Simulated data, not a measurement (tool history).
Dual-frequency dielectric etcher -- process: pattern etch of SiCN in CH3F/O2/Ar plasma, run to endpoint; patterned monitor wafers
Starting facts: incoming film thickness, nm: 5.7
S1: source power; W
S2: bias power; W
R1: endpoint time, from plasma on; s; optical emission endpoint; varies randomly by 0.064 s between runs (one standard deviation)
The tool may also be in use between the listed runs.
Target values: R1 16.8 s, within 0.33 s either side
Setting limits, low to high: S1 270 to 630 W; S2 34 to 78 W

{"run": 1, "hour": 0.0, "S1": 450, "S2": 56, "R1": 15.347}
{"run": 2, "hour": 1.1, "S1": 380, "S2": 56, "R1": 16.056}
{"run": 3, "hour": 5.4, "S1": 380, "S2": 60, "R1": 15.735}
{"run": 4, "hour": 11.6, "S1": 380, "S2": 67, "R1": 14.961}
{"run": 5, "hour": 19.6, "S1": 430, "S2": 67, "R1": 14.529}
{"hour": 24.0, "done": "source power generator calibrated"}
{"run": 6, "hour": 24.0, "S1": 430, "S2": 77, "R1": 13.697}
{"run": 7, "hour": 32.2, "S1": 410, "S2": 74, "R1": 14.093}
{"run": 8, "hour": 33.6, "S1": 390, "S2": 72, "R1": 14.413}
{"run": 9, "hour": 38.7, "S1": 370, "S2": 70, "R1": 14.761}

Exercise: of the 4 proposed moves below, exactly one satisfies all targets within the stated allowed misses. Which move is it?
{"run": "A", "hour": 43.8, "S1": 280, "S2": 54, "R1": "?"}
{"run": "B", "hour": 43.8, "S1": 270, "S2": 55, "R1": "?"}
{"run": "C", "hour": 43.8, "S1": 270, "S2": 57, "R1": "?"}
{"run": "D", "hour": 43.8, "S1": 320, "S2": 54, "R1": "?"}

move=A R1=17.576
move=B R1=17.612
move=C R1=17.374
move=D R1=16.987
A: carries the result that was furthest off beyond its target, to the other side
B: carries the result that was furthest off beyond its target, to the other side
C: carries the result that was furthest off beyond its target, to the other side
D: every result within its allowed miss
Move D is the one to make.
